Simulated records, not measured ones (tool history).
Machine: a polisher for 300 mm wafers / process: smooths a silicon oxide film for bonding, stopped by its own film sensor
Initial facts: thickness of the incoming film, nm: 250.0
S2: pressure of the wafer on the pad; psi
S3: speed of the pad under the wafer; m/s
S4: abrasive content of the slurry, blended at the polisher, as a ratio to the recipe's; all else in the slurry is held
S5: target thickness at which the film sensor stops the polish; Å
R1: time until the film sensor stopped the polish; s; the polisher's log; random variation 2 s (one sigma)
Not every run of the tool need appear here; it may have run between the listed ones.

{"run": 1, "day": 0.0, "flow of slurry (ml/min)": 170, "S2": 1.9, "S3": 0.74, "S4": 1.0, "S5": 2150, "R1": 74.74}
{"run": 2, "day": 0.171, "flow of slurry (ml/min)": 170, "S2": 1.8, "S3": 0.74, "S4": 1.0, "S5": 2150, "R1": 80.567}
{"run": 3, "day": 0.5, "flow of slurry (ml/min)": 170, "S2": 2.2, "S3": 0.74, "S4": 1.0, "S5": 2150, "R1": 66.756}
{"run": 4, "day": 0.729, "flow of slurry (ml/min)": 170, "S2": 2.0, "S3": 0.72, "S4": 1.0, "S5": 2150, "R1": 75.701}
{"run": 5, "day": 1.038, "flow of slurry (ml/min)": 170, "S2": 1.9, "S3": 0.72, "S4": 1.0, "S5": 2150, "R1": 78.16}
{"run": 6, "day": 1.179, "flow of slurry (ml/min)": 170, "S2": 1.8, "S3": 0.72, "S4": 1.0, "S5": 2150, "R1": 82.762}
{"run": 7, "day": 1.392, "flow of slurry (ml/min)": 170, "S2": 1.7, "S3": 0.72, "S4": 1.0, "S5": 2150, "R1": 85.975}
{"run": 8, "day": 1.725, "flow of slurry (ml/min)": 170, "S2": 1.6, "S3": 0.72, "S4": 1.0, "S5": 2150, "R1": 91.924}
{"run": 9, "day": 1.792, "flow of slurry (ml/min)": 170, "S2": 1.5, "S3": 0.72, "S4": 1.0, "S5": 2150, "R1": 99.664}
{"run": 10, "day": 2.025, "flow of slurry (ml/min)": 170, "S2": 1.4, "S3": 0.72, "S4": 1.0, "S5": 2150, "R1": 104.42}

The next listed run, before its measurement:
{"run": 11, "day": 2.362, "flow of slurry (ml/min)": 170, "S2": 1.3, "S3": 0.72, "S4": 1.0, "S5": 2150, "R1": "?"}

{"run 11": {"R1": 110.78}}

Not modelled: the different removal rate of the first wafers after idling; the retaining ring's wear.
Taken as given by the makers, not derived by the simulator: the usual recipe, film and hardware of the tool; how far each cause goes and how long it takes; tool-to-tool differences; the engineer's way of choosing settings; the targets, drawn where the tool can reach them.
